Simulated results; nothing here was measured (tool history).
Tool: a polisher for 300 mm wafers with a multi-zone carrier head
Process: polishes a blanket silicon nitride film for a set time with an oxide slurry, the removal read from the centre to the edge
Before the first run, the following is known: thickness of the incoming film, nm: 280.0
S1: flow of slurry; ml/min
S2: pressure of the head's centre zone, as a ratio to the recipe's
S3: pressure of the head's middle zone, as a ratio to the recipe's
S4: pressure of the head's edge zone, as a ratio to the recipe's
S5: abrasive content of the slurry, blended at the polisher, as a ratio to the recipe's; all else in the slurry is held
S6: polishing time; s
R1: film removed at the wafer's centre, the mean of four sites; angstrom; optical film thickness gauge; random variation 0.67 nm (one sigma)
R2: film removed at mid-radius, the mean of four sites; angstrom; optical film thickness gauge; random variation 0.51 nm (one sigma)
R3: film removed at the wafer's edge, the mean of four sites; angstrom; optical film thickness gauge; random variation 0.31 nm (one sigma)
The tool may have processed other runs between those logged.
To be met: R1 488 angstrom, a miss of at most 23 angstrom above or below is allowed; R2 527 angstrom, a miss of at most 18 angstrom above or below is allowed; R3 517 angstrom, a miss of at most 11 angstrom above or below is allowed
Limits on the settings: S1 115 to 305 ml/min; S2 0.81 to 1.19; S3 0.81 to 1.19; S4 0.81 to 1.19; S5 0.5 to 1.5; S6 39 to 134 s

{"run": 1, "hour": 0.0, "S1": 195, "S2": 1, "S3": 1, "S4": 1, "S5": 1, "S6": 86, "R1": 392.45, "R2": 389.78, "R3": 385.13}
{"run": 2, "hour": 1.3, "S1": 195, "S2": 0.92, "S3": 1, "S4": 1, "S5": 1, "S6": 86, "R1": 353.03, "R2": 393.9, "R3": 386.36}
{"run": 3, "hour": 8.1, "S1": 205, "S2": 0.94, "S3": 1.02, "S4": 1.03, "S5": 1.1, "S6": 86, "R1": 381.23, "R2": 413.14, "R3": 411.22}
{"run": 4, "hour": 13.7, "S1": 205, "S2": 0.94, "S3": 1.02, "S4": 1.03, "S5": 1.2, "S6": 86, "R1": 403.66, "R2": 434.08, "R3": 426.23}
{"run": 5, "hour": 22.2, "S1": 205, "S2": 0.9, "S3": 1.02, "S4": 1.03, "S5": 1.2, "S6": 86, "R1": 379.15, "R2": 433.34, "R3": 423.92}
{"run": 6, "hour": 23.8, "S1": 215, "S2": 0.92, "S3": 1.04, "S4": 1.06, "S5": 1.25, "S6": 86, "R1": 399.7, "R2": 450.18, "R3": 439.61}
{"run": 7, "hour": 27.4, "S1": 220, "S2": 0.93, "S3": 1.05, "S4": 1.08, "S5": 1.3, "S6": 86, "R1": 416.25, "R2": 461.28, "R3": 453.68}
{"hour": 28.0, "done": "worn pad replaced by a new one"}
{"run": 8, "hour": 28.0, "S1": 225, "S2": 0.94, "S3": 1.06, "S4": 1.1, "S5": 1.35, "S6": 86, "R1": 453.95, "R2": 504.63, "R3": 504.64}

Which of these 5 next moves meets every target?
{"run": "A", "hour": 28.6, "S1": 250, "S2": 0.97, "S3": 1.06, "S4": 1.01, "S5": 1.5, "S6": 85, "R1": "?", "R2": "?", "R3": "?"}
{"run": "B", "hour": 28.6, "S1": 210, "S2": 0.91, "S3": 1.17, "S4": 1.16, "S5": 1.25, "S6": 84, "R1": "?", "R2": "?", "R3": "?"}
{"run": "C", "hour": 28.6, "S1": 230, "S2": 0.82, "S3": 1.09, "S4": 1.14, "S5": 1.35, "S6": 85, "R1": "?", "R2": "?", "R3": "?"}
{"run": "D", "hour": 28.6, "S1": 210, "S2": 0.85, "S3": 0.99, "S4": 1.19, "S5": 1.4, "S6": 89, "R1": "?", "R2": "?", "R3": "?"}
{"run": "E", "hour": 28.6, "S1": 245, "S2": 1.03, "S3": 1.11, "S4": 1.19, "S5": 1.4, "S6": 84, "R1": "?", "R2": "?", "R3": "?"}

move=A R1=475.88 R2=536.28 R3=491.38
move=B R1=407.33 R2=528.33 R3=478.59
move=C R1=393.52 R2=524.01 R3=498.84
move=D R1=424.52 R2=506.43 R3=537.33
move=E R1=482.13 R2=536.43 R3=513.56
A: meets the target for the result that was furthest off, but another lies outside its allowed miss
B: the biggest miss grows against the last run
C: the biggest miss grows against the last run
D: the biggest miss grows against the last run
E: each result inside its tolerance
So the answer is move E, the one that meets all the targets.
